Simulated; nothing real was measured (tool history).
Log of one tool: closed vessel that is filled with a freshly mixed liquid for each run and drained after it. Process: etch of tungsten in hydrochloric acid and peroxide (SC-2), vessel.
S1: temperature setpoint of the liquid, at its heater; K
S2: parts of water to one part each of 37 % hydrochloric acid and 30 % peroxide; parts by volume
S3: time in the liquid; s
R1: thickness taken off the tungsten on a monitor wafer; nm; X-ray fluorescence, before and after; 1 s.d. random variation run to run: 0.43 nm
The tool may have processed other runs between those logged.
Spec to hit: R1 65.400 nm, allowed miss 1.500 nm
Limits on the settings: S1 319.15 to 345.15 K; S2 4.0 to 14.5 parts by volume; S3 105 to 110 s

| run | day | S1 | S2 | S3 | R1 |
|---|---|---|---|---|---|
| 1 | 0.000 | 335.15 | 8.0 | 105 | 47.005 |
| 2 | 0.058 | 336.15 | 8.0 | 105 | 50.300 |
| 3 | 0.183 | 336.15 | 8.0 | 110 | 51.584 |
| 4 | 0.379 | 332.15 | 8.0 | 110 | 40.700 |
| 5 | 0.442 | 333.65 | 8.0 | 110 | 45.000 |
| 6 | 0.646 | 333.65 | 10.0 | 110 | 37.533 |
| 7 | 0.888 | 335.65 | 10.0 | 110 | 42.088 |
| 8 | 1.042 | 337.15 | 10.0 | 110 | 46.309 |

Which single option among these 5 for the next run brings every result within its allowed miss of target? Just one does.
| A | 1.196 | 336.15 | 7.5 | 110 | ? |
| B | 1.196 | 344.65 | 10.5 | 110 | ? |
| C | 1.196 | 343.15 | 9.0 | 110 | ? |
| D | 1.196 | 331.65 | 10.0 | 105 | ? |
| E | 1.196 | 339.65 | 8.0 | 110 | ? |

| move | R1 |
|---|---|
| A | 55.257 |
| B | 69.994 |
| C | 72.815 |
| D | 31.526 |
| E | 64.985 |
A: closes in on the targets versus the last run, not all within tolerance yet
B: takes the result that was furthest off past its target
C: takes the result that was furthest off past its target
D: moves away from the targets compared with the last run
E: each result inside its tolerance
Correct choice: E, which meets every target
